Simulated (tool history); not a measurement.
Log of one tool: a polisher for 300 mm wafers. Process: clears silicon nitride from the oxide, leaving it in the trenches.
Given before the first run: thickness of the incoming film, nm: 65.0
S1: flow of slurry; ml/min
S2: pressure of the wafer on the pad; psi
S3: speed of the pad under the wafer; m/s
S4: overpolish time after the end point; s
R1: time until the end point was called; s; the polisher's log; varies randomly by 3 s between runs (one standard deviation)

run	hour	S1	S2	S3	S4	R1
1	0	155	2.2	0.86	26	97.083
2	6.1	155	2.1	0.84	26	105.72
3	10	155	2.5	0.84	26	87.605
4	15.2	155	2.3	0.82	26	96.623
5	19.1	155	2.2	0.8	26	100.84
6	24.1	155	2.7	0.8	26	82.338
7	26.8	155	2.5	0.78	26	90.427
8	32.5	155	2.3	0.76	26	101
9	35.5	155	2.2	0.74	26	108.93
10	36.8	155	2.1	0.74	26	112.85

What will run 11 give?
11	42.2	155	2	0.74	26	?

Run 11 produced R1 116.29 s.

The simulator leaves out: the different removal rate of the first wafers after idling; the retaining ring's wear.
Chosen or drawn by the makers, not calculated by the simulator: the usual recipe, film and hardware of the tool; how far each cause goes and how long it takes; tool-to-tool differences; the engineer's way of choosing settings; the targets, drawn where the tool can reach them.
